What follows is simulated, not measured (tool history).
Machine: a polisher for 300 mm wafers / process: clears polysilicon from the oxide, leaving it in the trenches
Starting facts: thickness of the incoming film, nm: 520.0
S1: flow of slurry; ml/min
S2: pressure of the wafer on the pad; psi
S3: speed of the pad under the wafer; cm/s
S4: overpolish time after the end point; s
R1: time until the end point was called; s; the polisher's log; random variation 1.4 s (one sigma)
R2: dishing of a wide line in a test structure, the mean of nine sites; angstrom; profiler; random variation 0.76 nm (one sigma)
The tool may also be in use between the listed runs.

run,hour,S1,S2,S3,S4,R1,R2
1,0.0,250,2.1,96,21,56.289,533.66
2,5.7,250,2.1,114,21,46.911,559.73
3,11.6,255,2.0,110,18,52.098,527.58
4,20.3,255,1.9,108,16,53.875,497.75
5,21.3,255,1.8,106,16,57.791,501.94
6,25.5,255,2.2,106,16,49.472,520.43
7,28.4,255,2.0,104,16,52.336,525.57
8,32.9,255,1.8,104,15,60.585,502.26
9,37.7,255,1.7,104,13,64.736,449.12
10,43.6,255,1.7,104,13,63.989,462.53
11,51.7,255,1.7,104,13,61.304,477.35
12,58.1,255,1.6,104,13,65.876,449.60

Run 13 is up next; what results do you expect?
13,64.1,255,1.6,102,14,?,?

{"run 13": {"R1": 68.545, "R2": 465.04}}

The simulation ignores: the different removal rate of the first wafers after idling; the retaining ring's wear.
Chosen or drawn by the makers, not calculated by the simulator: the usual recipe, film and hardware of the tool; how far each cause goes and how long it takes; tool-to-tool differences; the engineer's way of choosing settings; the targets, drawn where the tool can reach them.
